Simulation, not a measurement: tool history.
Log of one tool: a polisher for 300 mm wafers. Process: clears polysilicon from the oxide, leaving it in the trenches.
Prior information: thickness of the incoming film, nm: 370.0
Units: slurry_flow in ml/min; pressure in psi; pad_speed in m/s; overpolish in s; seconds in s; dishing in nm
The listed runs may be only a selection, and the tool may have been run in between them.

run  hour  slurry_flow  pressure  pad_speed  overpolish  seconds  dishing
  1     0          245         2       0.82          11   38.335   30.853
  2   5.8          245       1.9       0.82          10    40.82   30.248
  3   9.5          300       1.9       0.82          10   39.353   30.507
  4  16.4          290       1.8       0.82           9   42.276   28.136
  5  23.2          290       1.8       0.82           6   42.745   25.598
  6  26.6          290       1.8       0.82           9    42.17   29.003
  7  28.5          290       1.8       0.82           9   41.978   28.357

Expected results for the next run?
  8  31.4          285       1.7       0.82           9        ?        ?

Run 8 came out at seconds 44.181 s, dishing 28.618 nm.
